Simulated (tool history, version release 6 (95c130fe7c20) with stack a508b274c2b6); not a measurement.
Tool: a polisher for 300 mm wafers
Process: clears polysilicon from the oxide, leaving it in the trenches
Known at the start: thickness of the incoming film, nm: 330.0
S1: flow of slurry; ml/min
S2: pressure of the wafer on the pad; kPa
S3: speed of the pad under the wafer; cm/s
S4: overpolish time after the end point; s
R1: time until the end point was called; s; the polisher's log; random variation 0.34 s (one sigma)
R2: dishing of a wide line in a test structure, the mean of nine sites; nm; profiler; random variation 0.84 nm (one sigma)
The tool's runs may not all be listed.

{"run": 1, "hour": 0.0, "S1": 160, "S2": 20.7, "S3": 90, "S4": 16, "R1": 26.041, "R2": 55.542}
{"run": 2, "hour": 3.7, "S1": 160, "S2": 20.7, "S3": 90, "S4": 10, "R1": 26.069, "R2": 50.43}
{"run": 3, "hour": 7.0, "S1": 160, "S2": 20.7, "S3": 90, "S4": 13, "R1": 25.314, "R2": 53.63}
{"run": 4, "hour": 12.2, "S1": 195, "S2": 20.7, "S3": 90, "S4": 13, "R1": 24.662, "R2": 53.529}
{"run": 5, "hour": 13.1, "S1": 190, "S2": 22.1, "S3": 90, "S4": 12, "R1": 22.456, "R2": 52.741}
{"run": 6, "hour": 16.4, "S1": 190, "S2": 22.8, "S3": 88, "S4": 11, "R1": 23.45, "R2": 51.94}
{"run": 7, "hour": 23.2, "S1": 190, "S2": 24.1, "S3": 88, "S4": 10, "R1": 21.78, "R2": 53.892}
{"run": 8, "hour": 27.1, "S1": 195, "S2": 22.8, "S3": 94, "S4": 9, "R1": 20.67, "R2": 54.317}
{"run": 9, "hour": 35.2, "S1": 205, "S2": 24.1, "S3": 90, "S4": 8, "R1": 20.101, "R2": 49.72}
{"hour": 38.8, "done": "slurry nozzle cleaned"}
{"run": 10, "hour": 38.8, "S1": 210, "S2": 24.1, "S3": 90, "S4": 7, "R1": 19.912, "R2": 49.621}

The next listed run, before its measurement:
{"run": 11, "hour": 43.4, "S1": 215, "S2": 24.1, "S3": 88, "S4": 7, "R1": "?", "R2": "?"}

{"run 11": {"R1": 20.621, "R2": 52.096}}

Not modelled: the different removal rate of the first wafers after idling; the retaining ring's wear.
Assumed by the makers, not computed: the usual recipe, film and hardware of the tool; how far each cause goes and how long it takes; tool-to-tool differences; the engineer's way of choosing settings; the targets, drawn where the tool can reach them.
